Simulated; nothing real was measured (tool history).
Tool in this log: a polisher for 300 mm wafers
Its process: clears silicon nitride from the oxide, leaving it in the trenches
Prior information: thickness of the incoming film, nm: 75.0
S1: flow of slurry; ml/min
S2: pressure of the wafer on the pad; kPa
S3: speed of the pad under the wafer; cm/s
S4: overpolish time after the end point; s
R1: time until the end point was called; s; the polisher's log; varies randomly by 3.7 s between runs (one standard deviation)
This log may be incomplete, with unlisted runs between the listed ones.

run  hour   S1    S2  S3  S4      R1
  1     0  185    20  84  34  87.141
  2   8.6  165    20  84  34  92.101
  3  11.5  165    20  66  34  112.66
  4  17.9  125    20  66  34   118.3
  5  21.3  125  17.9  64  34  134.72
  6    22  125  15.9  62  34  149.36
  7    23  125  14.5  60  34  171.47
  8  31.6  125  13.8  60  34  184.98

Run 9 is up next; what results do you expect?
  9  34.9  125  13.1  60  34   ?

Run 9 produced R1 181.77 s.
